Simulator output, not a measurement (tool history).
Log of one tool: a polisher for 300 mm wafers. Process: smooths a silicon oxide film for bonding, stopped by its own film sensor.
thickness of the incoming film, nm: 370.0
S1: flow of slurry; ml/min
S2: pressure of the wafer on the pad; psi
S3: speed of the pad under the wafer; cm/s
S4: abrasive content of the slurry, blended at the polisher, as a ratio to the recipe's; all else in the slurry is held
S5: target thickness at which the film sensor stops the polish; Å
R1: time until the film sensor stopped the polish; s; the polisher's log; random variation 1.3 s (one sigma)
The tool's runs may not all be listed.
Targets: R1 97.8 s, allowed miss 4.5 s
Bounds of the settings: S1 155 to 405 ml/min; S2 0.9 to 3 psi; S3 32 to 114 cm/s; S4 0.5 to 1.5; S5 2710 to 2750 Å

run,day,S1,S2,S3,S4,S5,R1
1,0,260,1.9,72,1,2750,182.11
2,0.1,260,2.2,72,1,2750,167.14
3,0.2,260,2.5,80,1,2750,137.2
4,0.354,260,2.5,80,0.9,2750,149.2
5,0.604,260,2.5,80,0.9,2750,148.34
6,0.912,260,2.5,80,1.1,2750,130.59
7,1.221,260,2.7,84,1.1,2750,118.55
8,1.454,260,2.8,88,1.1,2750,112.95
9,1.604,260,2.9,92,1.1,2750,104.83
10,1.942,260,2.9,94,1.1,2750,103.83
11,2.017,260,2.9,96,1.1,2750,103.84

Which of these 4 next moves meets every target?
A,2.092,245,2.9,106,1.2,2710,?
B,2.092,260,2.8,90,1.15,2730,?
C,2.092,275,2.8,90,1.05,2710,?
D,2.092,285,2.9,88,1.1,2720,?

move,R1
A,95.977
B,109.61
C,116.97
D,110.7
A: meets every target
B: further off than the last run
C: further off than the last run
D: further off than the last run
Answer: A

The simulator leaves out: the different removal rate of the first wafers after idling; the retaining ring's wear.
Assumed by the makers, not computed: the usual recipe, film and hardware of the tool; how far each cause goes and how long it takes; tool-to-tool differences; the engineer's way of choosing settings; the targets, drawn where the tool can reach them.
